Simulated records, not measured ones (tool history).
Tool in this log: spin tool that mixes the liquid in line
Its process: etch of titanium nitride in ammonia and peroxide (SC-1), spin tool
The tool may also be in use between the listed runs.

| run | hour | temperature setpoint of the liquid (C) | parts of water to one part of 30 % peroxide (parts by volume) | parts of 29 % ammonia solution to one part of 30 % peroxide (parts by volume) | time under the liquid (s) | thickness taken off the titanium nitride on a monitor wafer (angstrom) |
|---|---|---|---|---|---|---|
| 1 | 0 | 57 | 27.5 | 0.55 | 25 | 19.098 |
| 2 | 6.2 | 60.5 | 27.5 | 0.55 | 25 | 24.493 |
| 3 | 11.6 | 63.5 | 27.5 | 0.55 | 25 | 29.475 |
| 4 | 15.7 | 65 | 27.5 | 0.55 | 25 | 32.303 |
| 5 | 20.5 | 66 | 27.5 | 0.55 | 25 | 34.354 |
| 6 | 27.2 | 66 | 27.5 | 0.45 | 25 | 33.536 |
| 7 | 34.2 | 67 | 27.5 | 0.45 | 25 | 35.401 |
| 8 | 41.8 | 67.5 | 27.5 | 0.45 | 25 | 36.788 |

Run 9 comes next. What will it give?
| 9 | 43.3 | 68 | 27.5 | 0.45 | 25 | ? |

Run 9 produced thickness taken off the titanium nitride on a monitor wafer (angstrom) 37.681.

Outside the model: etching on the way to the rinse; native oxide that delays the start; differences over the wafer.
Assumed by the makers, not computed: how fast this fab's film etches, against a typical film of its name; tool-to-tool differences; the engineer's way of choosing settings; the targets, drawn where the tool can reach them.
